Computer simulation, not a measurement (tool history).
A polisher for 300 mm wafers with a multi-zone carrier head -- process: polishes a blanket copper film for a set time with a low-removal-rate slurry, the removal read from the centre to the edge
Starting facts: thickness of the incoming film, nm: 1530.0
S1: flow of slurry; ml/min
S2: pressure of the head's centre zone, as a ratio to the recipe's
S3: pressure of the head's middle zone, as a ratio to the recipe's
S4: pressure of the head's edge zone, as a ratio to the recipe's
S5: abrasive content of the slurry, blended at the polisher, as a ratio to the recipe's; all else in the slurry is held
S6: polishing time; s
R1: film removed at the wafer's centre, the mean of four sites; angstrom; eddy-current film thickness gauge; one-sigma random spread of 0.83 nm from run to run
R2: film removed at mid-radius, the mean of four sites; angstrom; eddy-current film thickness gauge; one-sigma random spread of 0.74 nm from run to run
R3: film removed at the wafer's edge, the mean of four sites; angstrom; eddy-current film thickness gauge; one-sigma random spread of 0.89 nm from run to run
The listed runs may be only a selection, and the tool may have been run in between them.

run	hour	S1	S2	S3	S4	S5	S6	R1	R2	R3
1	0	315	1	1	1	1	49	1516.1	1575.8	1544.8
2	7.7	300	0.94	0.97	0.97	0.85	46	1274.9	1380.9	1400.4
3	13.6	295	0.91	0.96	0.94	0.75	44	1162.3	1280.8	1294
4	19	290	0.88	0.94	0.91	0.65	43	1084.2	1198.6	1201.4
5	24.7	280	0.86	0.93	0.91	0.6	42	1014.2	1139.8	1167.9
# hour 32.1: centre zone pressure recalibrated
6	32.1	280	0.86	0.93	0.91	0.6	49	1271.6	1346.3	1352.9
7	35.4	280	0.85	0.93	0.91	0.55	46	1169.7	1251.1	1255.3
8	40.3	275	0.84	0.92	0.89	0.6	44	1100.4	1192.4	1177.7
9	41.3	280	0.84	0.93	0.9	0.55	42	1050.7	1134.7	1145.7

Run 10 has not been measured yet. What should we expect?
10	43.2	265	0.83	0.93	0.91	0.6	41	?	?	?

{"run 10": {"R1": 1024.8, "R2": 1124.1, "R3": 1111.8}}
